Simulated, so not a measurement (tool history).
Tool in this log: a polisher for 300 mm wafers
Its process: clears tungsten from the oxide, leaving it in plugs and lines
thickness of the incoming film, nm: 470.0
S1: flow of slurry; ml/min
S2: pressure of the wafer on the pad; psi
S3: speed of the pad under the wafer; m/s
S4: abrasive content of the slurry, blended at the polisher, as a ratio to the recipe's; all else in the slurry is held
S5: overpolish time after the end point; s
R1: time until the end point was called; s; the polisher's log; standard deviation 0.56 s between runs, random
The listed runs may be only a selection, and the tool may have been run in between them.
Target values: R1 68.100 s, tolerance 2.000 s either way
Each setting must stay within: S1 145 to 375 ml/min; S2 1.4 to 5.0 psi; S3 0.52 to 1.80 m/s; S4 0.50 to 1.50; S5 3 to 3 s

Run 1, hour 0.0: S1 240 ml/min, S2 3.2 psi, S3 1.16 m/s, S4 1.00, S5 3 s. Result: R1 112.830 s.
Run 2, hour 8.0: S1 240 ml/min, S2 3.2 psi, S3 1.16 m/s, S4 0.85, S5 3 s. Result: R1 116.980 s.
Run 3, hour 13.0: S1 240 ml/min, S2 3.2 psi, S3 1.36 m/s, S4 0.85, S5 3 s. Result: R1 100.240 s.
Run 4, hour 19.0: S1 245 ml/min, S2 3.5 psi, S3 1.36 m/s, S4 0.85, S5 3 s. Result: R1 92.300 s.
Run 5, hour 22.2: S1 245 ml/min, S2 3.5 psi, S3 1.36 m/s, S4 0.65, S5 3 s. Result: R1 98.332 s.
Run 6, hour 30.6: S1 245 ml/min, S2 3.5 psi, S3 1.36 m/s, S4 0.65, S5 3 s. Result: R1 98.117 s.
Run 7, hour 32.9: S1 245 ml/min, S2 3.8 psi, S3 1.36 m/s, S4 0.65, S5 3 s. Result: R1 90.694 s.
Run 8, hour 34.5: S1 245 ml/min, S2 4.0 psi, S3 1.36 m/s, S4 0.65, S5 3 s. Result: R1 86.551 s.
Run 9, hour 38.6: S1 245 ml/min, S2 4.2 psi, S3 1.36 m/s, S4 0.65, S5 3 s. Result: R1 81.851 s.
Run 10, hour 47.5: S1 245 ml/min, S2 4.4 psi, S3 1.36 m/s, S4 0.65, S5 3 s. Result: R1 79.520 s.
Run 11, hour 48.2: S1 245 ml/min, S2 4.4 psi, S3 1.36 m/s, S4 0.65, S5 3 s. Result: R1 77.569 s.
Run 12, hour 55.3: S1 245 ml/min, S2 4.5 psi, S3 1.36 m/s, S4 0.65, S5 3 s. Result: R1 77.533 s.
Run 13, hour 57.8: S1 250 ml/min, S2 4.6 psi, S3 1.36 m/s, S4 0.65, S5 3 s. Result: R1 76.036 s.
Run 14, hour 60.9: S1 250 ml/min, S2 4.7 psi, S3 1.36 m/s, S4 0.65, S5 3 s. Result: R1 72.006 s.

Which one of the following 4 next-run settings gets every result inside its allowed miss? There is exactly one.
Run A, hour 64.0: S1 250 ml/min, S2 4.4 psi, S3 1.32 m/s, S4 0.70, S5 3 s. Result: R1 ?.
Run B, hour 64.0: S1 245 ml/min, S2 4.6 psi, S3 1.60 m/s, S4 0.70, S5 3 s. Result: R1 ?.
Run C, hour 64.0: S1 325 ml/min, S2 4.5 psi, S3 1.56 m/s, S4 0.55, S5 3 s. Result: R1 ?.
Run D, hour 64.0: S1 250 ml/min, S2 4.4 psi, S3 1.58 m/s, S4 0.80, S5 3 s. Result: R1 ?.

move      R1
   A  79.114
   B  62.885
   C  68.025
   D  64.389
A: its largest miss is bigger than the last run's
B: pushes the last run's worst result past its target
C: hits every target within its allowed miss
D: pushes the last run's worst result past its target
Go with C: it meets all targets.
